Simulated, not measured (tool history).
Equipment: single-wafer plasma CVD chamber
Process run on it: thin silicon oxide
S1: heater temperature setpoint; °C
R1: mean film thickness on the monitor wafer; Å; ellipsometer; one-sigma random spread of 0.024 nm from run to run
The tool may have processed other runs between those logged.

Run 1, hour 0: S1 405 °C, chamber pressure (Pa) 121.7, RF power (kW) 0.255, deposition time (s) 3.25. Result: R1 56.334 Å.
Run 2, hour 3.3: S1 405 °C, chamber pressure (Pa) 119.5, RF power (kW) 0.255, deposition time (s) 3.25. Result: R1 55.412 Å.
Run 3, hour 7.5: S1 405 °C, chamber pressure (Pa) 117.5, RF power (kW) 0.255, deposition time (s) 3.25. Result: R1 54.095 Å.
Run 4, hour 13.9: S1 405 °C, chamber pressure (Pa) 117.5, RF power (kW) 0.255, deposition time (s) 3.08. Result: R1 51.514 Å.
Run 5, hour 20.3: S1 405 °C, chamber pressure (Pa) 116.7, RF power (kW) 0.255, deposition time (s) 3.08. Result: R1 51.101 Å.
Run 6, hour 28.9: S1 405 °C, chamber pressure (Pa) 116.7, RF power (kW) 0.255, deposition time (s) 3.08. Result: R1 51.099 Å.
Run 7, hour 35.6: S1 405 °C, chamber pressure (Pa) 116, RF power (kW) 0.255, deposition time (s) 3.08. Result: R1 50.586 Å.

Run 8 comes next. What will it give?
Run 8, hour 36.7: S1 405 °C, chamber pressure (Pa) 115.5, RF power (kW) 0.255, deposition time (s) 3.08. Result: R1 ?.

R1: 50.585 Å

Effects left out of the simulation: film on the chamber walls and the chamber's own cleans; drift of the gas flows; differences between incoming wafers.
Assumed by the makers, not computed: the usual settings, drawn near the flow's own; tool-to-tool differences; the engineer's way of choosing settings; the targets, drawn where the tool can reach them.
